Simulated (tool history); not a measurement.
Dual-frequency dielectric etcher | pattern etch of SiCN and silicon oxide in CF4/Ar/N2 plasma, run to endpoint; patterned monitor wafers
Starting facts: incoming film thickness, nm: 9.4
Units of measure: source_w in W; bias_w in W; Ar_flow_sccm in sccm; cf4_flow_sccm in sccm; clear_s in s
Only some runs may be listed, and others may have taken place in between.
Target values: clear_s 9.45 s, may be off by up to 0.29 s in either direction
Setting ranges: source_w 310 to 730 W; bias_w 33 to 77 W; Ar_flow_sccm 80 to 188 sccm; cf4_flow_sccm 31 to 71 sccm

Run 1, day 0: source_w 520 W, bias_w 55 W, Ar_flow_sccm 134 sccm, cf4_flow_sccm 51 sccm. Result: clear_s 11.01 s.
Run 2, day 0.117: source_w 520 W, bias_w 55 W, Ar_flow_sccm 134 sccm, cf4_flow_sccm 45 sccm. Result: clear_s 11.735 s.
Run 3, day 0.467: source_w 550 W, bias_w 56 W, Ar_flow_sccm 134 sccm, cf4_flow_sccm 45 sccm. Result: clear_s 11.309 s.
Run 4, day 0.788: source_w 550 W, bias_w 56 W, Ar_flow_sccm 155 sccm, cf4_flow_sccm 45 sccm. Result: clear_s 11.628 s.
Run 5, day 1.05: source_w 580 W, bias_w 57 W, Ar_flow_sccm 154 sccm, cf4_flow_sccm 45 sccm. Result: clear_s 11.084 s.
Run 6, day 1.317: source_w 580 W, bias_w 54 W, Ar_flow_sccm 154 sccm, cf4_flow_sccm 45 sccm. Result: clear_s 11.429 s.
Run 7, day 1.375: source_w 610 W, bias_w 55 W, Ar_flow_sccm 154 sccm, cf4_flow_sccm 45 sccm. Result: clear_s 11.041 s.
Run 8, day 1.725: source_w 630 W, bias_w 56 W, Ar_flow_sccm 153 sccm, cf4_flow_sccm 45 sccm. Result: clear_s 10.606 s.
Run 9, day 1.779: source_w 650 W, bias_w 57 W, Ar_flow_sccm 153 sccm, cf4_flow_sccm 45 sccm. Result: clear_s 10.502 s.
Run 10, day 1.971: source_w 660 W, bias_w 58 W, Ar_flow_sccm 151 sccm, cf4_flow_sccm 45 sccm. Result: clear_s 10.133 s.
Run 11, day 2.079: source_w 670 W, bias_w 58 W, Ar_flow_sccm 151 sccm, cf4_flow_sccm 45 sccm. Result: clear_s 10.06 s.

Which one of the following 4 next-run settings gets every result inside its allowed miss? There is exactly one.
Run A, day 2.188: source_w 680 W, bias_w 57 W, Ar_flow_sccm 152 sccm, cf4_flow_sccm 48 sccm. Result: clear_s ?.
Run B, day 2.188: source_w 660 W, bias_w 55 W, Ar_flow_sccm 178 sccm, cf4_flow_sccm 56 sccm. Result: clear_s ?.
Run C, day 2.188: source_w 730 W, bias_w 70 W, Ar_flow_sccm 150 sccm, cf4_flow_sccm 47 sccm. Result: clear_s ?.
Run D, day 2.188: source_w 720 W, bias_w 60 W, Ar_flow_sccm 155 sccm, cf4_flow_sccm 47 sccm. Result: clear_s ?.

move  clear_s
   A   9.9652
   B   10.147
   C   8.8189
   D   9.5265
A: better than the last run, though not everything is in spec
B: misses by more than the last run did
C: pushes the last run's worst result past its target
D: every result within its allowed miss
So the answer is move D, the one that meets all the targets.
